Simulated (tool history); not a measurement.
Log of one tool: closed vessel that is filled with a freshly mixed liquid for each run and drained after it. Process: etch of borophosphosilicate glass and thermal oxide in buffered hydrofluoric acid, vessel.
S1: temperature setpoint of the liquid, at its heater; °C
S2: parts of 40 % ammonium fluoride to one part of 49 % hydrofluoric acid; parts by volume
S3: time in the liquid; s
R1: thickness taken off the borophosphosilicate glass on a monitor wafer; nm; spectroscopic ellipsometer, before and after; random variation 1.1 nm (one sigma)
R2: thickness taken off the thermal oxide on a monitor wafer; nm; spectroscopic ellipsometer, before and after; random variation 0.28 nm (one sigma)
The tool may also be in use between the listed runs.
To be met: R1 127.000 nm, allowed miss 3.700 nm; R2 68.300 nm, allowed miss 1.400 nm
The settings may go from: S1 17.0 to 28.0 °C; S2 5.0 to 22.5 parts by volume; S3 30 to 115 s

run 1 hour=0.0 | S1=20.0 S2=13.5 S3=60 | R1=74.329 R2=39.524
run 2 hour=3.9 | S1=20.0 S2=11.5 S3=60 | R1=87.634 R2=46.670
run 3 hour=11.2 | S1=21.5 S2=11.5 S3=60 | R1=94.487 R2=50.654
run 4 hour=17.3 | S1=22.5 S2=11.5 S3=60 | R1=98.504 R2=53.170
run 5 hour=21.3 | S1=23.5 S2=11.5 S3=60 | R1=104.630 R2=56.902
run 6 hour=22.4 | S1=24.0 S2=11.5 S3=60 | R1=106.340 R2=58.191
run 7 hour=25.8 | S1=24.5 S2=11.5 S3=60 | R1=111.280 R2=59.934
run 8 hour=28.0 | S1=25.0 S2=11.5 S3=60 | R1=112.130 R2=61.652
run 9 hour=36.1 | S1=25.0 S2=11.5 S3=60 | R1=113.930 R2=61.862
run 10 hour=38.9 | S1=25.5 S2=11.5 S3=60 | R1=117.110 R2=63.622
run 11 hour=46.9 | S1=26.0 S2=11.5 S3=60 | R1=119.910 R2=64.453
run 12 hour=50.4 | S1=26.5 S2=11.5 S3=60 | R1=120.620 R2=66.231

4 next moves are on the table. One of them brings every result within its allowed miss. Which?
run A hour=53.9 | S1=21.5 S2=8.5 S3=60 | R1=? R2=?
run B hour=53.9 | S1=22.5 S2=13.5 S3=90 | R1=? R2=?
run C hour=53.9 | S1=23.5 S2=10.0 S3=60 | R1=? R2=?
run D hour=53.9 | S1=25.0 S2=10.0 S3=55 | R1=? R2=?

move=A R1=122.390 R2=66.009
move=B R1=126.740 R2=68.647
move=C R1=119.820 R2=64.814
move=D R1=119.070 R2=64.467
A: nearer than the last run, and not there yet
B: meets every target
C: further off than the last run
D: further off than the last run
Move B is the one to make.

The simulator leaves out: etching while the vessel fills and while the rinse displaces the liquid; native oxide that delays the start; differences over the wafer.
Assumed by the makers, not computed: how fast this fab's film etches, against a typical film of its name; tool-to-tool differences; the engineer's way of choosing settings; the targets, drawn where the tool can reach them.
